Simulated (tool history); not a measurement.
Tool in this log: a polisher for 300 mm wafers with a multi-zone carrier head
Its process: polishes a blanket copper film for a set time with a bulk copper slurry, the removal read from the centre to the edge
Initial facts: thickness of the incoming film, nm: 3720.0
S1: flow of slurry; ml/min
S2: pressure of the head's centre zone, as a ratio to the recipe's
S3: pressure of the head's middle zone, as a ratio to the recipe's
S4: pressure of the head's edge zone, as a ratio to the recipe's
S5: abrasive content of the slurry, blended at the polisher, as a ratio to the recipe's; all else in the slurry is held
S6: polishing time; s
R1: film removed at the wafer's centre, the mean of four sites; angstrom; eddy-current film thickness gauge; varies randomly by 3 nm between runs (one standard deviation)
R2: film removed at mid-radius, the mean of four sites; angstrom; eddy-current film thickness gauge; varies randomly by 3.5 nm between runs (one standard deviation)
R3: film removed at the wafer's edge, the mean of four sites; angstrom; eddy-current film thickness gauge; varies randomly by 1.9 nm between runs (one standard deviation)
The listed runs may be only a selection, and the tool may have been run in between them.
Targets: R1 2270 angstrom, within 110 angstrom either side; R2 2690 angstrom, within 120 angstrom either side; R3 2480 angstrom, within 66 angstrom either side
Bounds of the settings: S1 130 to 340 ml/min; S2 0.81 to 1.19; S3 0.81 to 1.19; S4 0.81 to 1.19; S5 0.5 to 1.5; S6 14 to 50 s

Run 1, day 0: S1 220 ml/min, S2 1, S3 1, S4 1, S5 1, S6 32 s. Result: R1 3792.3 angstrom, R2 3720.3 angstrom, R3 3722.5 angstrom.
Run 2, day 0.233: S1 215 ml/min, S2 0.96, S3 1.01, S4 0.96, S5 0.85, S6 30 s. Result: R1 3181.3 angstrom, R2 3295.8 angstrom, R3 3226.6 angstrom.
Run 3, day 0.55: S1 215 ml/min, S2 0.96, S3 1.01, S4 0.96, S5 0.85, S6 36 s. Result: R1 3841.4 angstrom, R2 4025.4 angstrom, R3 3951.8 angstrom.
Run 4, day 0.571: S1 210 ml/min, S2 0.93, S3 1.02, S4 0.93, S5 0.75, S6 34 s. Result: R1 3361.6 angstrom, R2 3728.9 angstrom, R3 3442.8 angstrom.
Run 5, day 0.704: S1 230 ml/min, S2 0.93, S3 1.02, S4 0.93, S5 0.75, S6 34 s. Result: R1 3333.1 angstrom, R2 3690 angstrom, R3 3488.8 angstrom.
Run 6, day 0.992: S1 230 ml/min, S2 0.93, S3 1.02, S4 1.02, S5 0.75, S6 34 s. Result: R1 3418.8 angstrom, R2 3732.4 angstrom, R3 3625.7 angstrom.
Run 7, day 1.183: S1 205 ml/min, S2 0.87, S3 1.03, S4 0.92, S5 0.5, S6 25 s. Result: R1 1914.1 angstrom, R2 2247.8 angstrom, R3 2097.4 angstrom.
Run 8, day 1.329: S1 225 ml/min, S2 0.88, S3 1.05, S4 0.96, S5 0.55, S6 25 s. Result: R1 2050.9 angstrom, R2 2477.8 angstrom, R3 2277.1 angstrom.
Run 9, day 1.604: S1 245 ml/min, S2 0.89, S3 1.05, S4 0.97, S5 0.55, S6 25 s. Result: R1 2070.1 angstrom, R2 2525.7 angstrom, R3 2316.1 angstrom.
Run 10, day 1.633: S1 280 ml/min, S2 0.96, S3 1.07, S4 1.03, S5 0.65, S6 25 s. Result: R1 2523.8 angstrom, R2 2714 angstrom, R3 2554.7 angstrom.
Run 11, day 1.671: S1 275 ml/min, S2 0.94, S3 1.07, S4 1.03, S5 0.65, S6 25 s. Result: R1 2437.5 angstrom, R2 2670.6 angstrom, R3 2579.1 angstrom.
Run 12, day 1.767: S1 270 ml/min, S2 0.93, S3 1.08, S4 1.02, S5 0.65, S6 25 s. Result: R1 2405.6 angstrom, R2 2738.3 angstrom, R3 2555.2 angstrom.

Which of these 4 next moves meets every target?
Run A, day 1.862: S1 280 ml/min, S2 0.9, S3 1.02, S4 1.08, S5 0.6, S6 26 s. Result: R1 ?, R2 ?, R3 ?.
Run B, day 1.862: S1 250 ml/min, S2 0.89, S3 1.05, S4 1.05, S5 0.55, S6 27 s. Result: R1 ?, R2 ?, R3 ?.
Run C, day 1.862: S1 295 ml/min, S2 1.04, S3 1.08, S4 0.98, S5 0.7, S6 23 s. Result: R1 ?, R2 ?, R3 ?.
Run D, day 1.862: S1 330 ml/min, S2 0.87, S3 1.04, S4 0.94, S5 0.65, S6 25 s. Result: R1 ?, R2 ?, R3 ?.

move      R1      R2      R3
   A  2320.4  2630.5  2655.4
   B  2263.7  2653.9  2591.1
   C  2520.7  2596.6  2390.4
   D  2271.7  2694.7  2495.6
A: corrects the largest miss of the last run, while another result sits out of spec
B: corrects the largest miss of the last run, while another result sits out of spec
C: its largest miss is bigger than the last run's
D: every result within its allowed miss
Go with D: it meets all targets.
